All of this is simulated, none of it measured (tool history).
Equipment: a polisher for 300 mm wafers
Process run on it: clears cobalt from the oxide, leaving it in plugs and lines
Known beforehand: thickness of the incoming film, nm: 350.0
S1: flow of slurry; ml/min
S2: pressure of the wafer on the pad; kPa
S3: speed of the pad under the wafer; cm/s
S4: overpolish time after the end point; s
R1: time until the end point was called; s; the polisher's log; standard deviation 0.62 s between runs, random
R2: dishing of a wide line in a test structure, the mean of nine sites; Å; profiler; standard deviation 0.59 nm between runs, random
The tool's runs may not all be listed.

{"run": 1, "hour": 0.0, "S1": 240, "S2": 10.3, "S3": 104, "S4": 10, "R1": 95.364, "R2": 293.8}
{"run": 2, "hour": 8.5, "S1": 240, "S2": 10.3, "S3": 90, "S4": 10, "R1": 110.16, "R2": 261.53}
{"run": 3, "hour": 13.7, "S1": 240, "S2": 9.7, "S3": 90, "S4": 10, "R1": 119.61, "R2": 248.92}
{"run": 4, "hour": 18.2, "S1": 240, "S2": 9.7, "S3": 68, "S4": 10, "R1": 155.07, "R2": 203.55}
{"run": 5, "hour": 26.4, "S1": 240, "S2": 11.0, "S3": 68, "S4": 10, "R1": 137.76, "R2": 230.75}
{"run": 6, "hour": 30.4, "S1": 290, "S2": 11.0, "S3": 68, "S4": 10, "R1": 135.38, "R2": 228.07}
{"run": 7, "hour": 38.8, "S1": 290, "S2": 11.7, "S3": 70, "S4": 10, "R1": 122.22, "R2": 253.04}

Estimate the outcome of run 8 from the log above:
{"run": 8, "hour": 41.3, "S1": 290, "S2": 12.4, "S3": 70, "S4": 10, "R1": "?", "R2": "?"}

{"run 8": {"R1": 116.93, "R2": 250.7}}
